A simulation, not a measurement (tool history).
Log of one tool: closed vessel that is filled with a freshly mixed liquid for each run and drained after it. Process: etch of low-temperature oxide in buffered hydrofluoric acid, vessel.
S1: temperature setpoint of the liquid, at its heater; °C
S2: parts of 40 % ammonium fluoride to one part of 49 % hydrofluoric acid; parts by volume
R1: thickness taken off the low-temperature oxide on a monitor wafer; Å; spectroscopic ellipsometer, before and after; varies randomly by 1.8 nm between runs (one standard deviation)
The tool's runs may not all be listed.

Run 1, hour 0.0: S1 24.0 °C, S2 9.0 parts by volume, time in the liquid (s) 105. Result: R1 5193.1 Å.
Run 2, hour 1.9: S1 22.0 °C, S2 9.0 parts by volume, time in the liquid (s) 105. Result: R1 4667.7 Å.
Run 3, hour 7.5: S1 22.0 °C, S2 9.0 parts by volume, time in the liquid (s) 115. Result: R1 5115.8 Å.
Run 4, hour 11.9: S1 22.0 °C, S2 9.0 parts by volume, time in the liquid (s) 115. Result: R1 5068.8 Å.
Run 5, hour 17.4: S1 18.5 °C, S2 9.0 parts by volume, time in the liquid (s) 115. Result: R1 4209.9 Å.
Run 6, hour 19.3: S1 18.5 °C, S2 11.5 parts by volume, time in the liquid (s) 115. Result: R1 3445.7 Å.
Run 7, hour 26.6: S1 19.0 °C, S2 11.5 parts by volume, time in the liquid (s) 115. Result: R1 3516.9 Å.

What will run 8 give?
Run 8, hour 35.6: S1 19.5 °C, S2 11.5 parts by volume, time in the liquid (s) 115. Result: R1 ?.

Run 8 measured R1 3627.8 Å.
